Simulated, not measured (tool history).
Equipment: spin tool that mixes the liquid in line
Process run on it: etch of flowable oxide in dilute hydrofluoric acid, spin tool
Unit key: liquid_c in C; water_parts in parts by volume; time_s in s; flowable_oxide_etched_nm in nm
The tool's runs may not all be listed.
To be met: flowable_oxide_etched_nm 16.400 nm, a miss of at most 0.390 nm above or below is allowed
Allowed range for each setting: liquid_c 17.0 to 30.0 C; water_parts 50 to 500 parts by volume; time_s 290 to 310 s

| run | day | liquid_c | water_parts | time_s | flowable_oxide_etched_nm |
|---|---|---|---|---|---|
| 1 | 0.000 | 22.0 | 275 | 290 | 29.981 |
| 2 | 0.367 | 20.0 | 275 | 290 | 27.936 |
| 3 | 0.658 | 19.5 | 290 | 290 | 25.356 |
| 4 | 0.733 | 21.0 | 290 | 290 | 27.138 |
| 5 | 0.762 | 21.0 | 215 | 290 | 38.927 |
| 6 | 0.875 | 20.5 | 245 | 290 | 32.453 |
| 7 | 1.046 | 17.0 | 355 | 290 | 18.240 |
| 8 | 1.121 | 17.0 | 360 | 290 | 17.597 |
| 9 | 1.392 | 17.0 | 365 | 290 | 17.555 |
| 10 | 1.625 | 17.0 | 370 | 290 | 17.169 |
| 11 | 1.817 | 17.0 | 375 | 290 | 16.975 |

Exactly one of the 4 candidate moves below puts every result within its allowed miss. Which one?
| A | 2.008 | 17.0 | 360 | 290 | ? |
| B | 2.008 | 17.0 | 370 | 290 | ? |
| C | 2.008 | 17.0 | 400 | 290 | ? |
| D | 2.008 | 17.0 | 405 | 310 | ? |

| move | flowable_oxide_etched_nm |
|---|---|
| A | 17.711 |
| B | 17.106 |
| C | 15.482 |
| D | 16.287 |
A: moves away from the targets compared with the last run
B: moves away from the targets compared with the last run
C: takes the biggest miss from the last run beyond its target
D: hits every target within its allowed miss
So the answer is move D, the one that meets all the targets.
